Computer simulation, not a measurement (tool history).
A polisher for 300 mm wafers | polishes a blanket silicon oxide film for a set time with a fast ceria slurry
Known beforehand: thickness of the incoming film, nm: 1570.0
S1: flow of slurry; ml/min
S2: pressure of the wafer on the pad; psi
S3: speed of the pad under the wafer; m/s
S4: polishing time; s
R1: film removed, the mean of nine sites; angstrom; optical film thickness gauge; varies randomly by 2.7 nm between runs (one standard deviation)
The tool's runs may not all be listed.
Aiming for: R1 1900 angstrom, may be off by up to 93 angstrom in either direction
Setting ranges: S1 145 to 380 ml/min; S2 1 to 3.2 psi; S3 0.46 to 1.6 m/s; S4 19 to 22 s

run  hour   S1   S2    S3  S4      R1
  1     0  245  2.1  1.02  22  2475.1
  2   3.5  245  2.5  1.02  22  2837.5
  3     9  245  2.9  1.02  22  3157.2
  4  17.4  245  2.5  0.98  22  2768.1
  5  26.4  245  2.5  1.22  22  3349.9
  6  29.1  245  2.5  1.22  19  2870.8
  7  33.9  245  2.2  1.18  19  2550.1
  8  41.5  245    2  1.16  19  2300.3
  9    45  245  1.9  1.16  19  2299.1
 10  48.4  245  1.8  1.14  19  2139.8
 11  54.4  245  1.7  1.14  19  2053.9

5 next moves are on the table. One of them brings every result within its allowed miss. Which?
  A  60.4  260  1.5  1.18  22   ?
  B  60.4  200  1.6  1.18  21   ?
  C  60.4  250  1.9  1.04  20   ?
  D  60.4  260  1.4  1.24  22   ?
  E  60.4  220  1.7     1  20   ?

move      R1
   A  2238.4
   B  2155.4
   C  2106.1
   D  2246.1
   E  1846.3
A: its largest miss is bigger than the last run's
B: its largest miss is bigger than the last run's
C: its largest miss is bigger than the last run's
D: its largest miss is bigger than the last run's
E: in spec on every target
The right move is E.

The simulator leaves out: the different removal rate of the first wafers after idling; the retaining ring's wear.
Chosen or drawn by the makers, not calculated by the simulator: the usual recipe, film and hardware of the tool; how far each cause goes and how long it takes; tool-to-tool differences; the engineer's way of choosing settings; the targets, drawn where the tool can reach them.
